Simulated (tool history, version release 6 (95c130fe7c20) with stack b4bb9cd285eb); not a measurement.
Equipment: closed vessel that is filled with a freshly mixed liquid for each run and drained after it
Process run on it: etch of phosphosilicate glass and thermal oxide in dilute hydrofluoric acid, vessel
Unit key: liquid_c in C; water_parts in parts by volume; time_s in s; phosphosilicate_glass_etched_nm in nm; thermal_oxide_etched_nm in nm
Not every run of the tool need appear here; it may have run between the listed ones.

run    day  liquid_c  water_parts  time_s  phosphosilicate_glass_etched_nm  thermal_oxide_etched_nm
  1  0.000      24.0           65      60                           127.18                   4.6679
  2  0.233      22.5           65      60                           118.71                   4.4138
  3  0.404      20.5           65      60                           108.94                   4.0399
  4  0.488      20.5           65      80                           145.02                   5.3789
  5  0.721      20.5           50      80                           193.82                   7.1690
  6  0.883      19.5           60      80                           152.76                   5.6137
  7  0.983      19.0           65      80                           137.63                   5.1135
  8  1.321      18.5           70      80                           124.12                   4.6030

Run 9 has not been measured yet. What should we expect?
  9  1.417      18.0           75      80                                ?                        ?

{"run 9": {"phosphosilicate_glass_etched_nm": 112.19, "thermal_oxide_etched_nm": 4.1853}}
